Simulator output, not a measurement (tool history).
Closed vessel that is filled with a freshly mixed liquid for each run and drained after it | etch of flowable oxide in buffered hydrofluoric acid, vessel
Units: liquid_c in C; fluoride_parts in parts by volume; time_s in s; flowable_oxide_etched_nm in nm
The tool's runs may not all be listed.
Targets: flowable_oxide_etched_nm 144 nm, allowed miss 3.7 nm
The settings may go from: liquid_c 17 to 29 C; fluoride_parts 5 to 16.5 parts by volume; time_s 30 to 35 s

run    day  liquid_c  fluoride_parts  time_s  flowable_oxide_etched_nm
  1      0        21              10      35                     128.3
  2   0.25      22.5              10      35                    139.49
  3   0.35      22.5              10      30                    120.09
  4  0.604      22.5            11.5      30                    104.54
  5  0.754        26            11.5      30                    126.95
  6  0.871        26              14      30                    103.98
  7    1.2        27            13.5      30                    114.06
  8  1.304      27.5              13      30                    120.62
  9  1.667        28            12.5      30                    129.25
 10  1.875      28.5            12.5      30                    132.86
 11  1.983      28.5            12.5      30                    133.89

4 next moves are on the table. One of them brings every result within its allowed miss. Which?
  A  2.092        29              13      35                         ?
  B  2.092        29              12      30                         ?
  C  2.092        29              11      30                         ?
  D  2.092      28.5              11      30                         ?

move  flowable_oxide_etched_nm
   A                    153.43
   B                    142.21
   C                     154.8
   D                    150.76
A: takes the result that was furthest off past its target
B: meets every target
C: takes the result that was furthest off past its target
D: takes the result that was furthest off past its target
The right move is B.
